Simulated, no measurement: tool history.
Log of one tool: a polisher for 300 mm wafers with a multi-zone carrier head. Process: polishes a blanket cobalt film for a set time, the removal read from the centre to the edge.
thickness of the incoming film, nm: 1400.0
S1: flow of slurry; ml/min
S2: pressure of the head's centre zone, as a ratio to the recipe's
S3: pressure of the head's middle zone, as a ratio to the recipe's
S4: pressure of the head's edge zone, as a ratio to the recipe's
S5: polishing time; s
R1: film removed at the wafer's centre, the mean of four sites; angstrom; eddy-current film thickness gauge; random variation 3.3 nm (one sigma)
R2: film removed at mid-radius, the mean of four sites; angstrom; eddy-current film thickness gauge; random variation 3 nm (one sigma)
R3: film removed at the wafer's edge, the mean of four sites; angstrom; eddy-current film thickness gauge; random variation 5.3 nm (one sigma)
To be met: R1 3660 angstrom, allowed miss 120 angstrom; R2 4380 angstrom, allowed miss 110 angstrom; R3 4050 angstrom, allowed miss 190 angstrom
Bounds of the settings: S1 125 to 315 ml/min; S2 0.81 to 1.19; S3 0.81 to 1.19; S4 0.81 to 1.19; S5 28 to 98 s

| run | hour | S1 | S2 | S3 | S4 | S5 | R1 | R2 | R3 |
|---|---|---|---|---|---|---|---|---|---|
| 1 | 0 | 205 | 1 | 1 | 1 | 63 | 4398.3 | 4284.1 | 4421.1 |
| 2 | 2 | 205 | 1 | 0.96 | 1 | 63 | 4450.6 | 4138.8 | 4460.1 |
| 3 | 6.5 | 250 | 1 | 0.96 | 1 | 63 | 4498.9 | 4227.5 | 4497.1 |
| 4 | 7.8 | 250 | 0.96 | 0.98 | 0.97 | 62 | 4307.7 | 4273.1 | 4396.5 |
| 5 | 14.7 | 245 | 0.92 | 1 | 0.95 | 61 | 4020.4 | 4264.7 | 4239.4 |
| 6 | 21.3 | 245 | 0.92 | 1.05 | 0.95 | 61 | 3991.9 | 4383.1 | 4258.1 |
| 7 | 28.4 | 245 | 0.92 | 1.05 | 0.95 | 61 | 3974.7 | 4451.6 | 4326.3 |
| 8 | 33.5 | 240 | 0.9 | 1.05 | 0.93 | 61 | 3950 | 4485.3 | 4185.6 |

5 next moves are on the table. One of them brings every result within its allowed miss. Which?
| A | 38.6 | 230 | 0.96 | 1.11 | 0.94 | 62 | ? | ? | ? |
| B | 38.6 | 235 | 0.88 | 1.15 | 0.91 | 60 | ? | ? | ? |
| C | 38.6 | 235 | 0.82 | 1.02 | 0.82 | 62 | ? | ? | ? |
| D | 38.6 | 210 | 0.98 | 1.01 | 0.86 | 65 | ? | ? | ? |
| E | 38.6 | 205 | 0.97 | 1.04 | 0.81 | 62 | ? | ? | ? |

| move | R1 | R2 | R3 |
|---|---|---|---|
| A | 4292.4 | 4679.7 | 4265.2 |
| B | 3837.1 | 4682 | 4085.3 |
| C | 3706.6 | 4368.4 | 4080.6 |
| D | 4532 | 4479.3 | 4305.8 |
| E | 4267.9 | 4367.5 | 4014.8 |
A: further off than the last run
B: further off than the last run
C: meets every target
D: further off than the last run
E: further off than the last run
The right move is C.
